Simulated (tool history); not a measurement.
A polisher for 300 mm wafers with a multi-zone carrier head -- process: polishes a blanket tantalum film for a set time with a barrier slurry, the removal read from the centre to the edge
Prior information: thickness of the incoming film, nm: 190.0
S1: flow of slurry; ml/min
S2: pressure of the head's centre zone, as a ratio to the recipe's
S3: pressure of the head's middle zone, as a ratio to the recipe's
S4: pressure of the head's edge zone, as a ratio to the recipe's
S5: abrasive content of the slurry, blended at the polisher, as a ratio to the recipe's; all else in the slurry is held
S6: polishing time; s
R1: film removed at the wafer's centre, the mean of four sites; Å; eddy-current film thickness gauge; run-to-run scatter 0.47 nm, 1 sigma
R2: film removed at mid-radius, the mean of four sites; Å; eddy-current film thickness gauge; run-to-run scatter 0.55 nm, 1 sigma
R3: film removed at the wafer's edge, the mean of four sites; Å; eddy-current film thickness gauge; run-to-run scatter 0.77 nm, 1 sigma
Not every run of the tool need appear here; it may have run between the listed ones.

run 1 hour=0.0 | S1=270 S2=1.00 S3=1.00 S4=1.00 S5=1.00 S6=38 | R1=582.90 R2=570.77 R3=598.57
run 2 hour=7.5 | S1=265 S2=1.00 S3=0.96 S4=0.99 S5=0.95 S6=38 | R1=573.69 R2=542.81 R3=581.85
run 3 hour=15.1 | S1=300 S2=1.00 S3=0.96 S4=0.99 S5=0.95 S6=38 | R1=579.71 R2=551.61 R3=579.24
run 4 hour=22.4 | S1=300 S2=1.00 S3=0.96 S4=0.99 S5=1.10 S6=38 | R1=598.63 R2=562.61 R3=610.65
run 5 hour=31.2 | S1=300 S2=0.99 S3=0.92 S4=0.98 S5=1.05 S6=38 | R1=591.39 R2=544.34 R3=603.45
run 6 hour=37.2 | S1=295 S2=0.99 S3=0.89 S4=0.98 S5=1.00 S6=38 | R1=577.79 R2=531.46 R3=605.38
run 7 hour=38.0 | S1=295 S2=1.00 S3=0.87 S4=0.97 S5=0.95 S6=38 | R1=580.29 R2=502.38 R3=587.63
run 8 hour=42.0 | S1=295 S2=0.99 S3=0.86 S4=0.96 S5=0.90 S6=38 | R1=564.15 R2=492.60 R3=575.40

Run 9 is up next; what results do you expect?
run 9 hour=46.2 | S1=295 S2=0.99 S3=0.85 S4=0.95 S5=0.90 S6=38 | R1=? R2=? R3=?

{"run 9": {"R1": 570.09, "R2": 490.39, "R3": 565.28}}
